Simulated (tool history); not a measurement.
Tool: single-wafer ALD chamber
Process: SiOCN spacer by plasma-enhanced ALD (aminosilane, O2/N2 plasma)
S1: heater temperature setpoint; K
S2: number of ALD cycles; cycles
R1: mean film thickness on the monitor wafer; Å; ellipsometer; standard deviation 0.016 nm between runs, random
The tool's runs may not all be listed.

Run 1, hour 0: S1 663.15 K, S2 98 cycles. Result: R1 57.368 Å.
Run 2, hour 1.4: S1 673.15 K, S2 98 cycles. Result: R1 57.297 Å.
Run 3, hour 2.8: S1 673.15 K, S2 105 cycles. Result: R1 61.098 Å.
Run 4, hour 11.9: S1 673.15 K, S2 100 cycles. Result: R1 58.404 Å.
Run 5, hour 12.8: S1 678.15 K, S2 100 cycles. Result: R1 57.685 Å.
Run 6, hour 16.2: S1 670.15 K, S2 100 cycles. Result: R1 59.003 Å.
Run 7, hour 19.5: S1 671.15 K, S2 96 cycles. Result: R1 56.089 Å.
Run 8, hour 27.3: S1 671.15 K, S2 93 cycles. Result: R1 54.547 Å.
Run 9, hour 35: S1 671.15 K, S2 91 cycles. Result: R1 53.316 Å.

What does the tool deliver on the next run?
Run 10, hour 43: S1 671.15 K, S2 89 cycles. Result: R1 ?.

Run 10 measured R1 51.988 Å.

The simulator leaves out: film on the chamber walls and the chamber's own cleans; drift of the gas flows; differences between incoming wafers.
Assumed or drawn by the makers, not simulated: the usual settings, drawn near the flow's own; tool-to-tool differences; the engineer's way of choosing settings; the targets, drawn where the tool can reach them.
